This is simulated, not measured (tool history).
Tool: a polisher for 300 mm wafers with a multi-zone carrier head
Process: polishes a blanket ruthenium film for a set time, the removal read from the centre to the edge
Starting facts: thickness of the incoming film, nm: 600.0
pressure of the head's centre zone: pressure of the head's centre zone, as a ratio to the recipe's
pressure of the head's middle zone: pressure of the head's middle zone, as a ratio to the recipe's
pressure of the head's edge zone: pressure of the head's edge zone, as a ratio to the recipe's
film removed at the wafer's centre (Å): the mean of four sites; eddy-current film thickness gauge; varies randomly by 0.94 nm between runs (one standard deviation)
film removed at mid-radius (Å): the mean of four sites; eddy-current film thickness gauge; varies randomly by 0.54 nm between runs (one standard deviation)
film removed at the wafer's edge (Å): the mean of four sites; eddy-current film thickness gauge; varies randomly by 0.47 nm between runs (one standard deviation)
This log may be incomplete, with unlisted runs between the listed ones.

run  hour  flow of slurry (ml/min)  pressure of the head's centre zone  pressure of the head's middle zone  pressure of the head's edge zone  polishing time (s)  film removed at the wafer's centre (Å)  film removed at mid-radius (Å)  film removed at the wafer's edge (Å)
  1     0                      175                                   1                                   1                                 1                  42                                  501.78                          494.14                                505.26
  2   3.7                      175                                0.96                                   1                                 1                  42                                   496.5                          496.95                                504.29
  3  11.3                      200                                1.02                                1.04                              0.98                  44                                  532.51                          549.57                                526.07
  4  18.5                      200                                1.02                                1.04                              0.94                  44                                  532.55                          548.21                                516.99
  5  27.3                      200                                1.02                                1.04                              0.94                  35                                  420.58                          436.79                                412.31
  6  31.4                      205                                1.07                                1.06                              0.92                  40                                  518.54                          511.47                                468.08
  7  34.3                      205                                 1.1                                1.09                              0.95                  42                                  551.61                          549.64                                492.08
  8  41.9                      210                                1.12                                1.11                              0.97                  44                                  575.46                          578.83                                524.31

Estimate the outcome of run 9 from the log above:
  9  49.7                      215                                1.14                                1.12                              0.96                  46                                       ?                               ?                                     ?

{"run 9": {"film removed at the wafer's centre (Å)": 620.06, "film removed at mid-radius (Å)": 624.84, "film removed at the wafer's edge (Å)": 545.6}}
